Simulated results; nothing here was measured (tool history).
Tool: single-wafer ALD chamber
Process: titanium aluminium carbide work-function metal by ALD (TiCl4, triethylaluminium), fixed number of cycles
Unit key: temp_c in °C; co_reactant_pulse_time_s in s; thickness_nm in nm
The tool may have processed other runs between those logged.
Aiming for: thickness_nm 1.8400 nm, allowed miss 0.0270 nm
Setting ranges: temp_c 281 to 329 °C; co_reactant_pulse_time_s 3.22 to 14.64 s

{"run": 1, "hour": 0.0, "temp_c": 305, "co_reactant_pulse_time_s": 8.93, "thickness_nm": 2.0695}
{"run": 2, "hour": 7.6, "temp_c": 298, "co_reactant_pulse_time_s": 8.93, "thickness_nm": 2.0115}
{"run": 3, "hour": 12.9, "temp_c": 294, "co_reactant_pulse_time_s": 8.49, "thickness_nm": 1.9753}
{"run": 4, "hour": 13.7, "temp_c": 294, "co_reactant_pulse_time_s": 9.88, "thickness_nm": 1.9945}
{"run": 5, "hour": 17.0, "temp_c": 285, "co_reactant_pulse_time_s": 9.88, "thickness_nm": 1.9389}
{"run": 6, "hour": 18.6, "temp_c": 285, "co_reactant_pulse_time_s": 8.8, "thickness_nm": 1.9049}
{"run": 7, "hour": 19.9, "temp_c": 284, "co_reactant_pulse_time_s": 8.45, "thickness_nm": 1.8784}
{"run": 8, "hour": 23.4, "temp_c": 283, "co_reactant_pulse_time_s": 8.32, "thickness_nm": 1.8729}

Next run, 5 choices. One meets every target within its allowed miss, the rest don't. Which?
{"run": "A", "hour": 26.9, "temp_c": 281, "co_reactant_pulse_time_s": 6.67, "thickness_nm": "?"}
{"run": "B", "hour": 26.9, "temp_c": 281, "co_reactant_pulse_time_s": 10.54, "thickness_nm": "?"}
{"run": "C", "hour": 26.9, "temp_c": 288, "co_reactant_pulse_time_s": 9.17, "thickness_nm": "?"}
{"run": "D", "hour": 26.9, "temp_c": 286, "co_reactant_pulse_time_s": 7.44, "thickness_nm": "?"}
{"run": "E", "hour": 26.9, "temp_c": 290, "co_reactant_pulse_time_s": 7.88, "thickness_nm": "?"}

move=A thickness_nm=1.7520
move=B thickness_nm=1.9114
move=C thickness_nm=1.9330
move=D thickness_nm=1.8414
move=E thickness_nm=1.8959
A: pushes the last run's worst result past its target
B: lands further from the targets than the last run did
C: lands further from the targets than the last run did
D: meets every target
E: lands further from the targets than the last run did
Correct choice: D, which meets every target

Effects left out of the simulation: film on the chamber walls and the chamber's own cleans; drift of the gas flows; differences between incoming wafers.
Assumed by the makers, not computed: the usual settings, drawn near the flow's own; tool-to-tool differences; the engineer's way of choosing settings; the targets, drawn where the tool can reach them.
